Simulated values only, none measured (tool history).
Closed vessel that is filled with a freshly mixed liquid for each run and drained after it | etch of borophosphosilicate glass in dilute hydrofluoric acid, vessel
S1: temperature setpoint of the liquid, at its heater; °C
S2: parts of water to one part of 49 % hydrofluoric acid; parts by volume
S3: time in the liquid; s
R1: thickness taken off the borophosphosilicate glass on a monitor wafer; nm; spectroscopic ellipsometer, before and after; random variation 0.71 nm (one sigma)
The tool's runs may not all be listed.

run	hour	S1	S2	S3	R1
1	0.0	25.0	145	185	85.772
2	6.4	28.5	145	185	98.902
3	14.6	26.5	145	185	91.849
4	17.4	28.5	140	185	103.630
5	19.4	25.0	140	185	90.212
# hour 22.2: hydrofluoric acid flow meter replaced
6	22.2	25.0	120	185	100.880
7	25.4	29.0	115	185	122.580
8	27.5	30.0	115	185	127.890
9	33.9	30.5	115	185	130.600

The next listed run, before its measurement:
10	39.4	31.0	115	185	?

Run 10 gave R1 132.290 nm.
